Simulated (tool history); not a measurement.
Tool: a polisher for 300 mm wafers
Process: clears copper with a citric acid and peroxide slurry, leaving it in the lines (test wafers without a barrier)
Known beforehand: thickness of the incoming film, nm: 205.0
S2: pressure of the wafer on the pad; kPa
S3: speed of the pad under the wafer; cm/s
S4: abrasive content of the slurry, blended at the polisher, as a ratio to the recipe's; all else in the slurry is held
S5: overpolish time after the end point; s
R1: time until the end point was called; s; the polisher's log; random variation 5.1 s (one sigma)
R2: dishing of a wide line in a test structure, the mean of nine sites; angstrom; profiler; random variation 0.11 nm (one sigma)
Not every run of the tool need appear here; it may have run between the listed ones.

Run 1, hour 0.0: flow of slurry (ml/min) 140, S2 15.2 kPa, S3 102 cm/s, S4 1.00, S5 20 s. Result: R1 109.87 s, R2 215.99 angstrom.
Run 2, hour 4.5: flow of slurry (ml/min) 140, S2 15.2 kPa, S3 114 cm/s, S4 1.00, S5 20 s. Result: R1 102.55 s, R2 226.25 angstrom.
Run 3, hour 10.7: flow of slurry (ml/min) 140, S2 15.2 kPa, S3 114 cm/s, S4 1.00, S5 16 s. Result: R1 103.35 s, R2 189.52 angstrom.
Run 4, hour 13.6: flow of slurry (ml/min) 140, S2 15.2 kPa, S3 114 cm/s, S4 1.15, S5 16 s. Result: R1 97.97 s, R2 199.61 angstrom.
Run 5, hour 16.2: flow of slurry (ml/min) 140, S2 15.2 kPa, S3 114 cm/s, S4 1.00, S5 16 s. Result: R1 102.48 s, R2 185.53 angstrom.
Run 6, hour 24.0: flow of slurry (ml/min) 135, S2 13.1 kPa, S3 96 cm/s, S4 0.95, S5 15 s. Result: R1 136.28 s, R2 138.10 angstrom.

Predict the results of run 7:
Run 7, hour 31.4: flow of slurry (ml/min) 130, S2 11.7 kPa, S3 82 cm/s, S4 0.95, S5 15 s. Result: R1 ?, R2 ?.

R1: 173.14 s
R2: 109.64 angstrom
